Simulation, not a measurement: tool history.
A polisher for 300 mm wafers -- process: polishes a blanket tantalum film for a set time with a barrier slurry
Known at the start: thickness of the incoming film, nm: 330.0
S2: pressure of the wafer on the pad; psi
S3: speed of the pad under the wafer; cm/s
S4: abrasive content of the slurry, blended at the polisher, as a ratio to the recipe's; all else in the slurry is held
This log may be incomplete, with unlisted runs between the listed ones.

run 1 day=0 | flow_of_slurry_(ml/min)=290 S2=1.5 S3=130 S4=1 polishing_time_(s)=49 | film_removed_(angstrom)=854.25
run 2 day=0.375 | flow_of_slurry_(ml/min)=325 S2=1.5 S3=130 S4=1 polishing_time_(s)=49 | film_removed_(angstrom)=852.56
run 3 day=0.608 | flow_of_slurry_(ml/min)=325 S2=1.5 S3=130 S4=1 polishing_time_(s)=49 | film_removed_(angstrom)=872.41
run 4 day=0.667 | flow_of_slurry_(ml/min)=255 S2=1.5 S3=130 S4=1 polishing_time_(s)=49 | film_removed_(angstrom)=839.24
run 5 day=0.9 | flow_of_slurry_(ml/min)=255 S2=1.3 S3=130 S4=1 polishing_time_(s)=49 | film_removed_(angstrom)=785.44
run 6 day=1.183 | flow_of_slurry_(ml/min)=255 S2=1.3 S3=160 S4=1 polishing_time_(s)=49 | film_removed_(angstrom)=913.87
run 7 day=1.383 | flow_of_slurry_(ml/min)=255 S2=1.4 S3=160 S4=1 polishing_time_(s)=49 | film_removed_(angstrom)=950.07

The next listed run, before its measurement:
run 8 day=1.667 | flow_of_slurry_(ml/min)=255 S2=1.5 S3=160 S4=1 polishing_time_(s)=49 | film_removed_(angstrom)=?

{"run 8": {"film removed (angstrom)": 995.63}}
